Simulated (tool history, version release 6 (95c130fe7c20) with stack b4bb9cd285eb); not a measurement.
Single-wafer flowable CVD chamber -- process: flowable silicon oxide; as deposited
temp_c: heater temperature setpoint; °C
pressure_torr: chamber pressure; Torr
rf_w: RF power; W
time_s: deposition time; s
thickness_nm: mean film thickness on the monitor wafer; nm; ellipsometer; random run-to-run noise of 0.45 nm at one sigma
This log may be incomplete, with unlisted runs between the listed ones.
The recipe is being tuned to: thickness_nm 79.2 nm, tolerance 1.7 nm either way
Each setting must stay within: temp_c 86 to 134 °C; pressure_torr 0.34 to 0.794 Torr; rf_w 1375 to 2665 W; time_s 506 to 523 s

run 1 hour=0 | temp_c=110 pressure_torr=0.567 rf_w=2020 time_s=506 | thickness_nm=121.59
run 2 hour=5.8 | temp_c=110 pressure_torr=0.567 rf_w=2020 time_s=523 | thickness_nm=126.57
run 3 hour=12.6 | temp_c=115 pressure_torr=0.566 rf_w=2020 time_s=523 | thickness_nm=108.61
run 4 hour=18.9 | temp_c=115 pressure_torr=0.624 rf_w=2020 time_s=523 | thickness_nm=118.96
run 5 hour=26 | temp_c=119 pressure_torr=0.623 rf_w=2020 time_s=523 | thickness_nm=107.67
run 6 hour=34.3 | temp_c=119 pressure_torr=0.623 rf_w=1820 time_s=523 | thickness_nm=104.7
-- hour=41.5 RF generator calibrated
run 7 hour=41.5 | temp_c=122 pressure_torr=0.623 rf_w=1820 time_s=523 | thickness_nm=98.119
run 8 hour=46.4 | temp_c=125 pressure_torr=0.623 rf_w=1820 time_s=523 | thickness_nm=90.416
run 9 hour=52.9 | temp_c=127 pressure_torr=0.623 rf_w=1820 time_s=523 | thickness_nm=86.385
run 10 hour=60.7 | temp_c=130 pressure_torr=0.623 rf_w=1820 time_s=523 | thickness_nm=80.674

Exactly one of the 4 candidate moves below puts every result within its allowed miss. Which one?
run A hour=68.5 | temp_c=132 pressure_torr=0.657 rf_w=1830 time_s=523 | thickness_nm=?
run B hour=68.5 | temp_c=130 pressure_torr=0.638 rf_w=1670 time_s=517 | thickness_nm=?
run C hour=68.5 | temp_c=124 pressure_torr=0.555 rf_w=1815 time_s=523 | thickness_nm=?
run D hour=68.5 | temp_c=130 pressure_torr=0.652 rf_w=1780 time_s=523 | thickness_nm=?

move=A thickness_nm=81.272
move=B thickness_nm=79.4
move=C thickness_nm=82.747
move=D thickness_nm=83.724
A: its largest miss is bigger than the last run's
B: all results land within tolerance of their targets
C: its largest miss is bigger than the last run's
D: its largest miss is bigger than the last run's
Correct choice: B, which meets every target

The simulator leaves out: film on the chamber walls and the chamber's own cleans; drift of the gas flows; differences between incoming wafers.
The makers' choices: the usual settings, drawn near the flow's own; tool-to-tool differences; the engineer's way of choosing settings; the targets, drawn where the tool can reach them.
